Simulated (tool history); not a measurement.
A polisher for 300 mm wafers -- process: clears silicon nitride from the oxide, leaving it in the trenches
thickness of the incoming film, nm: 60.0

run    day  flow of slurry (ml/min)  pressure of the wafer on the pad (kPa)  speed of the pad under the wafer (cm/s)  overpolish time after the end point (s)  time until the end point was called (s)
  1      0                      190                                    13.8                                      110                                       27                                   76.954
  2  0.117                      185                                    11.7                                       94                                       27                                   102.32
  3  0.433                      220                                    11.7                                       94                                       27                                   103.11
  4  0.462                      220                                    11.7                                      114                                       27                                   87.669
  5  0.783                      220                                    11.7                                       90                                       27                                   112.26
  6  0.946                      220                                    11.7                                      110                                       27                                   92.615
  7  1.221                      225                                    10.3                                       94                                       27                                   117.67

For run 8, what comes out?
  8  1.533                      215                                     6.2                                       64                                       27                                        ?

{"run 8": {"time until the end point was called (s)": 282.44}}

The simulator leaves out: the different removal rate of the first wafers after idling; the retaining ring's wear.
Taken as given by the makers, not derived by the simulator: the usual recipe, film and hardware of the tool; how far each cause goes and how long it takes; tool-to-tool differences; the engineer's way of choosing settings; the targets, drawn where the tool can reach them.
